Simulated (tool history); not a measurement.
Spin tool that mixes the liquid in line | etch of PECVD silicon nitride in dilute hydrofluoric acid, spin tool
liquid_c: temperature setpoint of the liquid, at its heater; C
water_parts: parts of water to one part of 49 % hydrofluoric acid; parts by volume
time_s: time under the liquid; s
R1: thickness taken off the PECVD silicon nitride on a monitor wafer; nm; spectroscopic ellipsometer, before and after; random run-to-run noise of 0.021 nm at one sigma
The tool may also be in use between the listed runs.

{"run": 1, "hour": 0.0, "liquid_c": 22, "water_parts": 170, "time_s": 270, "R1": 4.5868}
{"run": 2, "hour": 8.6, "liquid_c": 22, "water_parts": 170, "time_s": 290, "R1": 4.9931}
{"run": 3, "hour": 12.9, "liquid_c": 20.5, "water_parts": 185, "time_s": 290, "R1": 4.1494}
{"run": 4, "hour": 13.7, "liquid_c": 19.5, "water_parts": 195, "time_s": 290, "R1": 3.6624}
{"run": 5, "hour": 22.3, "liquid_c": 21.5, "water_parts": 195, "time_s": 290, "R1": 4.2259}
{"run": 6, "hour": 28.9, "liquid_c": 21.5, "water_parts": 195, "time_s": 270, "R1": 3.9265}
{"run": 7, "hour": 33.8, "liquid_c": 20, "water_parts": 200, "time_s": 270, "R1": 3.4485}
{"run": 8, "hour": 35.4, "liquid_c": 20, "water_parts": 200, "time_s": 270, "R1": 3.4802}

Predict the results of run 9:
{"run": 9, "hour": 44.1, "liquid_c": 19, "water_parts": 205, "time_s": 270, "R1": "?"}

R1: 3.1784 nm

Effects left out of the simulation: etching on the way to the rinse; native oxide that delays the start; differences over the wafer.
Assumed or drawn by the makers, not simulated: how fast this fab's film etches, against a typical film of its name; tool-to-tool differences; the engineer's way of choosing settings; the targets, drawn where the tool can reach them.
